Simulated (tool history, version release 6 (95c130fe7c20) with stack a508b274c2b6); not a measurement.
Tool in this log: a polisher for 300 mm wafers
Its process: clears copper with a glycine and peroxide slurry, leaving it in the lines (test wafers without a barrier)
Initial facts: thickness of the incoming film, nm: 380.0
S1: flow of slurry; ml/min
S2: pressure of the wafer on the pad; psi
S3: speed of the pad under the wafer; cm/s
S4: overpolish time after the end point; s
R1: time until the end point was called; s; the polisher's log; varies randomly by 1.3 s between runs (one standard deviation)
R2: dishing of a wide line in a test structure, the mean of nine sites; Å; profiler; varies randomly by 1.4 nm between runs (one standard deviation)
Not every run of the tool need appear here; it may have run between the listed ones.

run,hour,S1,S2,S3,S4,R1,R2
1,0,170,1.9,86,24,88.072,569.26
2,7.2,170,1.5,86,24,99.476,483.58
3,15.5,170,1.5,86,20,103.08,414.33
4,17.9,170,2,86,20,81.867,484.89
5,21.7,170,2.1,86,21,79.603,528.17
6,22.7,170,2.1,96,21,75.578,554.23

What will run 7 give?
7,26.3,170,2.1,96,22,?,?

Run 7 produced R1 74.855 s, R2 583.13 Å.
